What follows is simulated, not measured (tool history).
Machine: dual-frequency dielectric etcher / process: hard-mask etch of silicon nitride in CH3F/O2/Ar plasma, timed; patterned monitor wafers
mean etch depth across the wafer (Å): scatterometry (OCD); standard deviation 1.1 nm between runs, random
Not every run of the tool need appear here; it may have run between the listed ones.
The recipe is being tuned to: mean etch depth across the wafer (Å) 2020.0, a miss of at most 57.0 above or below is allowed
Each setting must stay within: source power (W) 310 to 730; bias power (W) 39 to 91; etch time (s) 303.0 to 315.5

run	day	source power (W)	bias power (W)	etch time (s)	mean etch depth across the wafer (Å)
1	0.000	520	65	303.0	2270.1
2	0.079	520	60	303.0	2215.4
3	0.271	450	60	303.0	2137.7
4	0.362	450	60	303.0	2143.3
5	0.646	540	60	303.0	2268.0
6	0.858	510	58	303.0	2221.1
7	1.146	480	57	303.0	2144.1
8	1.167	480	57	303.0	2155.0
9	1.225	460	56	303.0	2112.5
10	1.471	450	55	303.0	2100.2
11	1.550	440	54	303.0	2078.3

Which single option among these 5 for the next run brings every result within its allowed miss of target? Just one does.
A	1.629	460	54	307.5	?
B	1.629	480	61	303.0	?
C	1.629	490	51	307.5	?
D	1.629	370	49	313.5	?
E	1.629	380	65	313.0	?

move	mean etch depth across the wafer (Å)
A	2132.5
B	2182.6
C	2146.2
D	2008.5
E	2145.3
A: misses by more than the last run did
B: misses by more than the last run did
C: misses by more than the last run did
D: every result within its allowed miss
E: misses by more than the last run did
The right move is D.
